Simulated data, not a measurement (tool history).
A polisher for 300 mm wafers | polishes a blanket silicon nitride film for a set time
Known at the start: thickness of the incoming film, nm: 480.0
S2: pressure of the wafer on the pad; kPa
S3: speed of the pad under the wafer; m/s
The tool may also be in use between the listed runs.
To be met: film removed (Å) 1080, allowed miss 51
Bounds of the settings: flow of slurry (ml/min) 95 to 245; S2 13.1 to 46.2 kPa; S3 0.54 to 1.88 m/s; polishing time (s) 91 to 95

{"run": 1, "hour": 0.0, "flow of slurry (ml/min)": 155, "S2": 29.6, "S3": 1.2, "polishing time (s)": 91, "film removed (Å)": 1718.8}
{"run": 2, "hour": 8.4, "flow of slurry (ml/min)": 155, "S2": 29.6, "S3": 1.2, "polishing time (s)": 91, "film removed (Å)": 1716.6}
{"run": 3, "hour": 16.6, "flow of slurry (ml/min)": 155, "S2": 27.6, "S3": 1.2, "polishing time (s)": 91, "film removed (Å)": 1564.3}
{"run": 4, "hour": 24.6, "flow of slurry (ml/min)": 155, "S2": 27.6, "S3": 1.2, "polishing time (s)": 91, "film removed (Å)": 1584.6}
{"run": 5, "hour": 29.1, "flow of slurry (ml/min)": 170, "S2": 27.6, "S3": 1.2, "polishing time (s)": 91, "film removed (Å)": 1627.6}
{"run": 6, "hour": 32.7, "flow of slurry (ml/min)": 165, "S2": 26.2, "S3": 1.2, "polishing time (s)": 91, "film removed (Å)": 1534}
{"run": 7, "hour": 38.4, "flow of slurry (ml/min)": 160, "S2": 24.8, "S3": 1.2, "polishing time (s)": 91, "film removed (Å)": 1422.7}
{"run": 8, "hour": 43.9, "flow of slurry (ml/min)": 160, "S2": 24.8, "S3": 1.2, "polishing time (s)": 91, "film removed (Å)": 1426.3}
{"run": 9, "hour": 47.5, "flow of slurry (ml/min)": 155, "S2": 23.4, "S3": 1.2, "polishing time (s)": 91, "film removed (Å)": 1323.5}
{"run": 10, "hour": 53.7, "flow of slurry (ml/min)": 135, "S2": 17.9, "S3": 1.18, "polishing time (s)": 91, "film removed (Å)": 969.08}
{"run": 11, "hour": 61.2, "flow of slurry (ml/min)": 140, "S2": 17.9, "S3": 1.18, "polishing time (s)": 91, "film removed (Å)": 986.22}
{"run": 12, "hour": 66.7, "flow of slurry (ml/min)": 145, "S2": 17.9, "S3": 1.18, "polishing time (s)": 91, "film removed (Å)": 1014.2}

5 next moves are on the table. One of them brings every result within its allowed miss. Which?
{"run": "A", "hour": 72.2, "flow of slurry (ml/min)": 145, "S2": 20.7, "S3": 1.12, "polishing time (s)": 95, "film removed (Å)": "?"}
{"run": "B", "hour": 72.2, "flow of slurry (ml/min)": 155, "S2": 21.4, "S3": 1.04, "polishing time (s)": 95, "film removed (Å)": "?"}
{"run": "C", "hour": 72.2, "flow of slurry (ml/min)": 135, "S2": 20.7, "S3": 1.18, "polishing time (s)": 95, "film removed (Å)": "?"}
{"run": "D", "hour": 72.2, "flow of slurry (ml/min)": 120, "S2": 20.7, "S3": 1.14, "polishing time (s)": 93, "film removed (Å)": "?"}
{"run": "E", "hour": 72.2, "flow of slurry (ml/min)": 190, "S2": 18.6, "S3": 1.2, "polishing time (s)": 95, "film removed (Å)": "?"}

move=A film_removed_(Å)=1203.2
move=B film_removed_(Å)=1204.8
move=C film_removed_(Å)=1218.1
move=D film_removed_(Å)=1115.4
move=E film_removed_(Å)=1229.4
A: takes the result that was furthest off past its target
B: takes the result that was furthest off past its target
C: takes the result that was furthest off past its target
D: meets every target
E: takes the result that was furthest off past its target
Answer: D
